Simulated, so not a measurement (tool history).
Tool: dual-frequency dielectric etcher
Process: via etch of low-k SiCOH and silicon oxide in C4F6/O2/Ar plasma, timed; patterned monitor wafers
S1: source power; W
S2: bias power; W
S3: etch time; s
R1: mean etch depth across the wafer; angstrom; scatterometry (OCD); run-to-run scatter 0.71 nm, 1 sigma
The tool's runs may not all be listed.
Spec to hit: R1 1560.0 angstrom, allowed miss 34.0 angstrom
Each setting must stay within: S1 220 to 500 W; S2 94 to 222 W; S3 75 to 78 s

{"run": 1, "day": 0.0, "S1": 360, "S2": 158, "S3": 75, "R1": 1716.1}
{"run": 2, "day": 0.133, "S1": 350, "S2": 157, "S3": 75, "R1": 1722.6}
{"run": 3, "day": 0.221, "S1": 400, "S2": 157, "S3": 75, "R1": 1814.6}
{"run": 4, "day": 0.312, "S1": 380, "S2": 155, "S3": 75, "R1": 1754.4}
{"run": 5, "day": 0.621, "S1": 370, "S2": 153, "S3": 75, "R1": 1739.2}
{"run": 6, "day": 0.754, "S1": 370, "S2": 126, "S3": 75, "R1": 1676.5}
{"run": 7, "day": 0.925, "S1": 360, "S2": 125, "S3": 75, "R1": 1640.2}
{"run": 8, "day": 0.988, "S1": 350, "S2": 124, "S3": 75, "R1": 1620.5}
{"run": 9, "day": 1.229, "S1": 350, "S2": 123, "S3": 75, "R1": 1612.4}
{"run": 10, "day": 1.533, "S1": 340, "S2": 121, "S3": 75, "R1": 1595.6}

Which of these 5 next moves meets every target?
{"run": "A", "day": 1.838, "S1": 380, "S2": 97, "S3": 76, "R1": "?"}
{"run": "B", "day": 1.838, "S1": 400, "S2": 94, "S3": 75, "R1": "?"}
{"run": "C", "day": 1.838, "S1": 370, "S2": 115, "S3": 75, "R1": "?"}
{"run": "D", "day": 1.838, "S1": 330, "S2": 116, "S3": 75, "R1": "?"}
{"run": "E", "day": 1.838, "S1": 330, "S2": 122, "S3": 77, "R1": "?"}

move=A R1=1640.4
move=B R1=1644.4
move=C R1=1649.4
move=D R1=1577.8
move=E R1=1635.2
A: further off than the last run
B: further off than the last run
C: further off than the last run
D: every result within its allowed miss
E: further off than the last run
Answer: D
